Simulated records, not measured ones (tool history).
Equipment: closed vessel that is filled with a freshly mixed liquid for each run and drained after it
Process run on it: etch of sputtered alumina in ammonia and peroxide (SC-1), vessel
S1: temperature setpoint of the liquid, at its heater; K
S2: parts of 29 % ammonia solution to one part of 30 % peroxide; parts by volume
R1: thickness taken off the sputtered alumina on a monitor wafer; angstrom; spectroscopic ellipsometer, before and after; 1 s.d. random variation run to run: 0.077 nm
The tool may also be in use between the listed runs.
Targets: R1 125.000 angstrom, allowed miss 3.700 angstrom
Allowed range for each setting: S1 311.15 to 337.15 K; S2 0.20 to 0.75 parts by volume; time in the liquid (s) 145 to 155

Run 1, hour 0.0: S1 321.15 K, S2 0.45 parts by volume, time in the liquid (s) 145. Result: R1 92.125 angstrom.
Run 2, hour 7.0: S1 315.65 K, S2 0.45 parts by volume, time in the liquid (s) 145. Result: R1 67.073 angstrom.
Run 3, hour 14.0: S1 315.65 K, S2 0.45 parts by volume, time in the liquid (s) 155. Result: R1 71.581 angstrom.
Run 4, hour 15.2: S1 317.65 K, S2 0.45 parts by volume, time in the liquid (s) 155. Result: R1 80.017 angstrom.
Run 5, hour 18.4: S1 319.65 K, S2 0.45 parts by volume, time in the liquid (s) 155. Result: R1 89.234 angstrom.
Run 6, hour 21.7: S1 319.65 K, S2 0.40 parts by volume, time in the liquid (s) 155. Result: R1 89.280 angstrom.
Run 7, hour 28.6: S1 321.15 K, S2 0.40 parts by volume, time in the liquid (s) 155. Result: R1 96.533 angstrom.
Run 8, hour 37.1: S1 322.15 K, S2 0.40 parts by volume, time in the liquid (s) 155. Result: R1 103.150 angstrom.
Run 9, hour 43.4: S1 323.15 K, S2 0.40 parts by volume, time in the liquid (s) 155. Result: R1 108.500 angstrom.
At hour 45.1: new drum of ammonia solution connected.
Run 10, hour 45.1: S1 323.65 K, S2 0.40 parts by volume, time in the liquid (s) 155. Result: R1 112.130 angstrom.
Run 11, hour 48.7: S1 324.15 K, S2 0.40 parts by volume, time in the liquid (s) 155. Result: R1 115.170 angstrom.
Run 12, hour 55.0: S1 324.65 K, S2 0.40 parts by volume, time in the liquid (s) 155. Result: R1 119.290 angstrom.

Of the 4 settings listed for the next run, only one would bring every result within its allowed miss of target. Which one?
Run A, hour 61.3: S1 325.65 K, S2 0.40 parts by volume, time in the liquid (s) 145. Result: R1 ?.
Run B, hour 61.3: S1 324.15 K, S2 0.45 parts by volume, time in the liquid (s) 155. Result: R1 ?.
Run C, hour 61.3: S1 326.15 K, S2 0.45 parts by volume, time in the liquid (s) 150. Result: R1 ?.
Run D, hour 61.3: S1 324.65 K, S2 0.40 parts by volume, time in the liquid (s) 150. Result: R1 ?.

move       R1
   A  117.030
   B  116.610
   C  125.770
   D  114.670
A: its largest miss is bigger than the last run's
B: its largest miss is bigger than the last run's
C: meets every target
D: its largest miss is bigger than the last run's
The right move is C.
